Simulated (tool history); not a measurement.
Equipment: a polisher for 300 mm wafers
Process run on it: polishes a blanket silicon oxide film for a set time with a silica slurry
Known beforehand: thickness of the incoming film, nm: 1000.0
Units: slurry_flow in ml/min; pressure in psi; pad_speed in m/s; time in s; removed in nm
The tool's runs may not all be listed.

run,hour,slurry_flow,pressure,pad_speed,slurry_solids,time,removed
1,0.0,235,4.3,1.34,1.0,23,66.823
2,2.6,235,4.7,1.36,1.0,23,75.773
3,9.8,235,5.0,1.36,1.0,23,80.603
4,15.5,235,5.5,1.36,1.0,23,86.399
5,22.9,235,5.5,1.36,1.0,23,87.785
# hour 28.8: head pressure recalibrated
6,28.8,235,6.3,1.36,1.0,23,104.280

What does the tool deliver on the next run?
7,31.1,235,6.3,1.36,1.0,23,?

{"run 7": {"removed": 107.9}}
